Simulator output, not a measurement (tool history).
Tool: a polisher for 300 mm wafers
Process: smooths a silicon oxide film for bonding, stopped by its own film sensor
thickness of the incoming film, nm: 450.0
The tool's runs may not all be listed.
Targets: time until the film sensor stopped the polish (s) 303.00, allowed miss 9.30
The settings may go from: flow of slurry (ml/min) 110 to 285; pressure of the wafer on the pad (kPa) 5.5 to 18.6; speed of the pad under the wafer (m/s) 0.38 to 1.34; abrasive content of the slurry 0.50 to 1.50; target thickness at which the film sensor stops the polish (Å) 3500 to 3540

| run | hour | flow of slurry (ml/min) | pressure of the wafer on the pad (kPa) | speed of the pad under the wafer (m/s) | abrasive content of the slurry | target thickness at which the film sensor stops the polish (Å) | time until the film sensor stopped the polish (s) |
|---|---|---|---|---|---|---|---|
| 1 | 0.0 | 180 | 11.7 | 0.86 | 1.00 | 3540 | 198.04 |
| 2 | 4.6 | 175 | 11.0 | 0.86 | 1.00 | 3540 | 208.85 |
| 3 | 7.6 | 175 | 10.3 | 0.86 | 1.00 | 3540 | 226.69 |
| 4 | 15.1 | 175 | 9.7 | 0.86 | 1.00 | 3540 | 240.17 |
| 5 | 16.7 | 175 | 11.0 | 0.86 | 1.00 | 3540 | 210.38 |
| 6 | 24.8 | 145 | 11.0 | 0.86 | 1.00 | 3540 | 217.50 |
| 7 | 26.0 | 145 | 10.3 | 0.86 | 1.00 | 3540 | 231.82 |
| 8 | 29.8 | 145 | 9.7 | 0.86 | 1.00 | 3540 | 247.14 |
| 9 | 33.3 | 135 | 8.3 | 0.86 | 1.00 | 3540 | 289.28 |
| 10 | 40.2 | 120 | 7.6 | 0.86 | 1.00 | 3540 | 319.48 |

5 next moves are on the table. One of them brings every result within its allowed miss. Which?
| A | 47.1 | 150 | 8.3 | 0.86 | 1.05 | 3500 | ? |
| B | 47.1 | 130 | 6.9 | 1.00 | 0.90 | 3540 | ? |
| C | 47.1 | 150 | 7.6 | 1.00 | 1.05 | 3500 | ? |
| D | 47.1 | 110 | 7.6 | 0.90 | 0.90 | 3540 | ? |
| E | 47.1 | 125 | 7.6 | 0.84 | 1.15 | 3540 | ? |

| move | time until the film sensor stopped the polish (s) |
|---|---|
| A | 285.79 |
| B | 322.42 |
| C | 275.29 |
| D | 328.21 |
| E | 297.25 |
A: takes the result that was furthest off past its target
B: further off than the last run
C: takes the result that was furthest off past its target
D: further off than the last run
E: meets every target
Move E is the one to make.
